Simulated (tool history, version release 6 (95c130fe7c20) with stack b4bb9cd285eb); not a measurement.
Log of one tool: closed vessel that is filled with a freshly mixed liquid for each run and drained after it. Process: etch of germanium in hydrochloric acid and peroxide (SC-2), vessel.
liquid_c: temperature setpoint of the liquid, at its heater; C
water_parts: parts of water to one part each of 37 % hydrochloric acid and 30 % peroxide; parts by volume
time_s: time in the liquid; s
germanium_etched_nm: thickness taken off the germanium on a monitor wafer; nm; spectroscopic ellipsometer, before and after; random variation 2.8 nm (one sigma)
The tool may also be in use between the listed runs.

{"run": 1, "day": 0.0, "liquid_c": 58.0, "water_parts": 6.5, "time_s": 100, "germanium_etched_nm": 311.58}
{"run": 2, "day": 0.054, "liquid_c": 59.5, "water_parts": 6.5, "time_s": 100, "germanium_etched_nm": 326.43}
{"run": 3, "day": 0.25, "liquid_c": 59.5, "water_parts": 8.5, "time_s": 100, "germanium_etched_nm": 323.31}
{"run": 4, "day": 0.462, "liquid_c": 64.0, "water_parts": 8.5, "time_s": 100, "germanium_etched_nm": 363.83}
{"run": 5, "day": 0.721, "liquid_c": 64.0, "water_parts": 8.5, "time_s": 100, "germanium_etched_nm": 367.03}
{"run": 6, "day": 0.996, "liquid_c": 64.0, "water_parts": 7.0, "time_s": 100, "germanium_etched_nm": 371.13}

The next listed run, before its measurement:
{"run": 7, "day": 1.196, "liquid_c": 64.0, "water_parts": 7.0, "time_s": 100, "germanium_etched_nm": "?"}

{"run 7": {"germanium_etched_nm": 373.74}}
